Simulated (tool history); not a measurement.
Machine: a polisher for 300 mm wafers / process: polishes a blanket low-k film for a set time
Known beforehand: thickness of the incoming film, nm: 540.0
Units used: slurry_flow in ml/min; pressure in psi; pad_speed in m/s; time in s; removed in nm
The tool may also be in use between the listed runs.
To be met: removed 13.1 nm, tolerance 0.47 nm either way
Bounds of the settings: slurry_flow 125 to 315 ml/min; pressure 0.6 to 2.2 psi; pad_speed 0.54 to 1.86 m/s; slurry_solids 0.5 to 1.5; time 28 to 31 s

run,hour,slurry_flow,pressure,pad_speed,slurry_solids,time,removed
1,0,205,1.4,1.18,1,31,8.6266
2,4.8,180,1.4,1.18,1,31,8.6424
3,11.3,180,1.2,1.18,1,31,7.4526
4,17.8,180,1.2,1.18,1,31,7.345
5,18.4,180,1.3,1.18,1,31,7.8331
6,22.8,180,1.3,1.36,1,31,9.0184
7,23.6,180,1.4,1.36,1,31,9.4807
8,30.3,180,1.5,1.36,1,31,10.141

4 candidate next runs follow, results not yet known. Just one meets every target within its allowed miss. Identify it.
A,37,180,1.7,1.5,1,29,?
B,37,150,1.6,1.66,1.1,31,?
C,37,185,1.6,1.52,1.05,31,?
D,37,160,1.2,1.6,1.05,31,?

move,removed
A,11.701
B,13.299
C,12.317
D,9.5682
A: better than the last run, though not everything is in spec
B: every result lands within tolerance
C: better than the last run, though not everything is in spec
D: further off than the last run
So the answer is move B, the one that meets all the targets.
